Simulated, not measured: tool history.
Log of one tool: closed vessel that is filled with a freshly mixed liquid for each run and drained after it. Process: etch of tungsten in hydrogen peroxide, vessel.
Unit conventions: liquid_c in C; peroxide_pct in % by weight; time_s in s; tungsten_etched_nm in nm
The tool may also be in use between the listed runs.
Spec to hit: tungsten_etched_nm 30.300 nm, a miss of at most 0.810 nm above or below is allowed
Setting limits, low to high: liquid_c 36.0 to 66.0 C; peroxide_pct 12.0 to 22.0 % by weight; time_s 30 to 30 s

run,day,liquid_c,peroxide_pct,time_s,tungsten_etched_nm
1,0.000,52.0,15.0,30,52.280
2,0.133,50.0,15.0,30,46.128
3,0.192,52.5,15.0,30,54.083
4,0.538,50.5,15.0,30,47.466
5,0.767,50.5,15.0,30,47.878
6,0.975,50.5,17.0,30,51.019
7,1.346,49.0,17.0,30,46.443
8,1.712,47.5,17.0,30,42.557
9,2.012,46.5,17.0,30,39.567
10,2.183,45.5,17.0,30,37.071
11,2.388,45.0,17.0,30,36.684
12,2.754,44.5,17.0,30,34.991
13,2.846,44.0,17.0,30,33.725
14,3.088,43.5,17.0,30,32.576
15,3.129,43.5,17.0,30,32.665
16,3.304,43.0,17.0,30,31.665

Of the 5 settings listed for the next run, only one would bring every result within its allowed miss of target. Which one?
A,3.479,42.0,16.0,30,?
B,3.479,45.0,15.5,30,?
C,3.479,41.5,17.0,30,?
D,3.479,41.5,16.0,30,?
E,3.479,42.0,17.5,30,?

move,tungsten_etched_nm
A,28.852
B,34.374
C,28.798
D,27.939
E,30.175
A: takes the result that was furthest off past its target
B: the biggest miss grows against the last run
C: takes the result that was furthest off past its target
D: takes the result that was furthest off past its target
E: all results land within tolerance of their targets
The right move is E.
